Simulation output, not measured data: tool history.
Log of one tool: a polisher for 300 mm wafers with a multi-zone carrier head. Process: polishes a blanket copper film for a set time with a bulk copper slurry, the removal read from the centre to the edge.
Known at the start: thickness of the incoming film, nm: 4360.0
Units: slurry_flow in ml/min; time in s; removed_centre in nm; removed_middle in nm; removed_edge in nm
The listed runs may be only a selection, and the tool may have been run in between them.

run	hour	slurry_flow	centre_zone	middle_zone	edge_zone	slurry_solids	time	removed_centre	removed_middle	removed_edge
1	0	275	1	1	1	1	65	618.38	610.05	604.88
2	5.5	275	1	1	1	1	77	741.69	722.73	725.92
3	9.5	275	0.97	1	1	1	77	707.26	725.28	722.03
4	15.1	270	0.95	0.96	0.97	0.85	73	633.97	643.26	645.97
5	18.5	270	0.95	0.96	0.97	0.85	84	727.14	744.63	756.11
6	21.3	265	0.93	0.92	0.95	0.75	78	644.26	652.85	674.72

Forecast run 7:
7	27.8	260	0.92	0.9	0.93	0.7	73	?	?	?

removed_centre: 592.57 nm
removed_middle: 591.89 nm
removed_edge: 626.22 nm
